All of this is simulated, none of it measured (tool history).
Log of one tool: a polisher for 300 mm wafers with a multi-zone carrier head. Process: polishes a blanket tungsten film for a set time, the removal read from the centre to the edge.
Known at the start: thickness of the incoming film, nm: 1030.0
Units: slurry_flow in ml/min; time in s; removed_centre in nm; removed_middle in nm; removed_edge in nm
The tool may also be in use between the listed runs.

{"run": 1, "hour": 0.0, "slurry_flow": 320, "centre_zone": 1, "middle_zone": 1, "edge_zone": 1, "slurry_solids": 1, "time": 60, "removed_centre": 367.54, "removed_middle": 359.34, "removed_edge": 350.07}
{"run": 2, "hour": 2.6, "slurry_flow": 320, "centre_zone": 1, "middle_zone": 0.99, "edge_zone": 0.97, "slurry_solids": 0.95, "time": 60, "removed_centre": 358.92, "removed_middle": 356.09, "removed_edge": 343.18}
{"run": 3, "hour": 11.0, "slurry_flow": 320, "centre_zone": 1.01, "middle_zone": 0.98, "edge_zone": 0.95, "slurry_solids": 0.9, "time": 60, "removed_centre": 365.4, "removed_middle": 350.79, "removed_edge": 336.4}
{"run": 4, "hour": 15.9, "slurry_flow": 320, "centre_zone": 0.95, "middle_zone": 0.98, "edge_zone": 0.95, "slurry_solids": 0.9, "time": 60, "removed_centre": 340.06, "removed_middle": 352.3, "removed_edge": 330.05}
{"run": 5, "hour": 17.7, "slurry_flow": 320, "centre_zone": 0.96, "middle_zone": 0.97, "edge_zone": 0.93, "slurry_solids": 0.85, "time": 60, "removed_centre": 336.74, "removed_middle": 341.21, "removed_edge": 323.3}
{"run": 6, "hour": 19.9, "slurry_flow": 320, "centre_zone": 0.97, "middle_zone": 0.96, "edge_zone": 0.91, "slurry_solids": 0.85, "time": 60, "removed_centre": 332.29, "removed_middle": 338.45, "removed_edge": 330.21}

Forecast run 7:
{"run": 7, "hour": 26.9, "slurry_flow": 320, "centre_zone": 0.99, "middle_zone": 0.97, "edge_zone": 0.92, "slurry_solids": 0.8, "time": 60, "removed_centre": "?", "removed_middle": "?", "removed_edge": "?"}

{"run 7": {"removed_centre": 342.2, "removed_middle": 338.15, "removed_edge": 317.43}}

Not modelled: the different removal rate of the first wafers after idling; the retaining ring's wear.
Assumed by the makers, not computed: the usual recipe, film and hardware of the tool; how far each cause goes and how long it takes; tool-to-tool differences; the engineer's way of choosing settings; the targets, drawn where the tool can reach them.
